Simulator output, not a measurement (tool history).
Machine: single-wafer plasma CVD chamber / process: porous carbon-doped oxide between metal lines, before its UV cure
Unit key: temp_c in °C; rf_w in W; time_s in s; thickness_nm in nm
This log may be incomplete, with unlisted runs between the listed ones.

run 1 day=0 | temp_c=280 rf_w=440 time_s=37.6 | thickness_nm=206.95
run 2 day=0.367 | temp_c=276 rf_w=455 time_s=37.6 | thickness_nm=219.77
run 3 day=0.417 | temp_c=276 rf_w=455 time_s=37.6 | thickness_nm=219.03
run 4 day=0.779 | temp_c=276 rf_w=455 time_s=37.6 | thickness_nm=220.1
run 5 day=1.017 | temp_c=267 rf_w=455 time_s=37.6 | thickness_nm=231.57
run 6 day=1.129 | temp_c=265 rf_w=465 time_s=37.6 | thickness_nm=238.33
-- day=1.246 RF generator calibrated
run 7 day=1.246 | temp_c=264 rf_w=475 time_s=37.6 | thickness_nm=259.41
run 8 day=1.279 | temp_c=263 rf_w=475 time_s=37.6 | thickness_nm=258.69

What will run 9 give?
run 9 day=1.312 | temp_c=262 rf_w=475 time_s=37.6 | thickness_nm=?

thickness_nm: 259.65 nm
